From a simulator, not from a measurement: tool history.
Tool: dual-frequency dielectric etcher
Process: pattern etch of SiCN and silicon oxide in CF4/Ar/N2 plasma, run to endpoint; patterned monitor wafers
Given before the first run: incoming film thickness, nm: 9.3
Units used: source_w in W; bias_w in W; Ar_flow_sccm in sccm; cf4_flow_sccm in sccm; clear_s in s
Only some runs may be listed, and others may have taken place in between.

run,day,source_w,bias_w,Ar_flow_sccm,cf4_flow_sccm,clear_s
1,0.000,490,56,96,44,12.942
2,0.096,480,56,96,44,13.122
3,0.296,480,48,96,44,14.115
4,0.567,480,48,82,44,13.744
5,0.821,480,48,89,44,13.936
6,1.121,470,48,89,44,14.172
7,1.446,460,48,89,44,14.255
8,1.658,460,48,89,44,14.214

Forecast run 9:
9,1.954,450,48,89,44,?

{"run 9": {"clear_s": 14.417}}
